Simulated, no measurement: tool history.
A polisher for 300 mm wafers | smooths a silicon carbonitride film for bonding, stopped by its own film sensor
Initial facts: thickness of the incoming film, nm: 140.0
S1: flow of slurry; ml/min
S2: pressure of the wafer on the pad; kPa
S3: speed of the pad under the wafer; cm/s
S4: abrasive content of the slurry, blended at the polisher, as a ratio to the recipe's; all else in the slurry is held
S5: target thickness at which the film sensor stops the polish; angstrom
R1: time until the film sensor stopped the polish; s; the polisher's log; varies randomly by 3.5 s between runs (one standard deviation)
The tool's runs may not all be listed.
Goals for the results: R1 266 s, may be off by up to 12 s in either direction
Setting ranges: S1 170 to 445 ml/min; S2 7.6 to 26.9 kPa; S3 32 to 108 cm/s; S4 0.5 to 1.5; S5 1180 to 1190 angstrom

run  hour   S1    S2  S3    S4    S5      R1
  1     0  285  17.2  70     1  1190  84.226
  2   0.9  285  14.5  60  0.95  1190  116.45
  3     9  285  17.2  60  0.95  1190  98.537
  4  17.8  285  14.5  52   0.9  1190  130.78
  5  23.4  285  12.4  46  0.85  1190  168.21
  6  29.6  335  12.4  46  0.85  1190     168
  7  37.1  335    11  42  0.85  1190   204.8
       39  -- slurry nozzle cleaned
  8    39  335   7.6  42  0.85  1190  285.64

Which of these 5 next moves meets every target?
  A  40.9  270  8.3  32  0.85  1190   ?
  B  40.9  385  8.3  44  0.75  1190   ?
  C  40.9  365  9.7  32     1  1190   ?
  D  40.9  315  8.3  32  0.95  1190   ?
  E  40.9  325    9  44   0.9  1180   ?

move      R1
   A  317.21
   B  271.27
   C  247.37
   D  296.12
   E  239.79
A: lands further from the targets than the last run did
B: hits every target within its allowed miss
C: carries the result that was furthest off beyond its target, to the other side
D: lands further from the targets than the last run did
E: carries the result that was furthest off beyond its target, to the other side
So the answer is move B, the one that meets all the targets.
